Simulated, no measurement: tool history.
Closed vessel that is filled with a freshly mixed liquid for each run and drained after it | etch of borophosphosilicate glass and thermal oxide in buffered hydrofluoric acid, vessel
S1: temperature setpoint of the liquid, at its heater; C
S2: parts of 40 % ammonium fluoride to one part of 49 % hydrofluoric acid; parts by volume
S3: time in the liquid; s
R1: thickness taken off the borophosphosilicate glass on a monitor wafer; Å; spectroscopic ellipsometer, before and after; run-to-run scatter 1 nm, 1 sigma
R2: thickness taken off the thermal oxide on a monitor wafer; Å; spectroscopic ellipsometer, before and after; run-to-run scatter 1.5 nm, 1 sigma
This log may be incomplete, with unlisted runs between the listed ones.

{"run": 1, "hour": 0.0, "S1": 25.0, "S2": 10.0, "S3": 60, "R1": 1153.1, "R2": 694.13}
{"run": 2, "hour": 4.7, "S1": 25.0, "S2": 10.0, "S3": 50, "R1": 963.59, "R2": 577.78}
{"run": 3, "hour": 12.4, "S1": 25.0, "S2": 7.5, "S3": 50, "R1": 1261.3, "R2": 746.24}
{"run": 4, "hour": 16.1, "S1": 25.0, "S2": 10.0, "S3": 50, "R1": 971.13, "R2": 579.02}
{"run": 5, "hour": 23.1, "S1": 26.5, "S2": 9.0, "S3": 50, "R1": 1112.9, "R2": 681.33}
{"run": 6, "hour": 29.5, "S1": 26.5, "S2": 9.0, "S3": 70, "R1": 1573.5, "R2": 922.53}
{"run": 7, "hour": 31.7, "S1": 30.5, "S2": 6.0, "S3": 70, "R1": 2903.3, "R2": 1727.8}

Run 8 comes next. What will it give?
{"run": 8, "hour": 32.6, "S1": 30.0, "S2": 6.0, "S3": 70, "R1": "?", "R2": "?"}

Logged for run 8: R1 2827.00 Å, R2 1692.50 Å.

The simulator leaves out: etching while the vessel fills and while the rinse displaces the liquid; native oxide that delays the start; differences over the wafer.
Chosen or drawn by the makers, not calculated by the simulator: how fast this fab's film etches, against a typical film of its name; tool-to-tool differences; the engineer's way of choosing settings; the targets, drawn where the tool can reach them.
